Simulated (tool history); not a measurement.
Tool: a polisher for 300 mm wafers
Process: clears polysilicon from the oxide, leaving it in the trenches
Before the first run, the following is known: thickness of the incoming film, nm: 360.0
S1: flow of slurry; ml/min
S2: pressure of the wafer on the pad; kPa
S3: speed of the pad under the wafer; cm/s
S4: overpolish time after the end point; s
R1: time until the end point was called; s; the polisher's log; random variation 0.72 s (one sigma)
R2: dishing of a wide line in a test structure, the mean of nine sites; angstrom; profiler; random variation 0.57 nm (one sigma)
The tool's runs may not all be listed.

run    day   S1    S2   S3  S4      R1      R2
  1  0.000  195  12.4   88  12  44.233  506.04
  2  0.167  195  12.4   88   8  43.985  410.18
  3  0.362  155  12.4   88   8  46.444  408.82
  4  0.679  155   9.7   88   8  57.602  346.36
  5  0.854  155   9.7  108   8  50.071  396.80
  6  1.000  185  11.0   94   7  47.695  381.72
  7  1.042  210  11.7   84   6  48.026  331.88
  8  1.362  230  11.7   82   6  48.142  333.80

The next listed run, before its measurement:
  9  1.596  230  11.7  82   6   ?   ?

{"run 9": {"R1": 48.706, "R2": 329.49}}
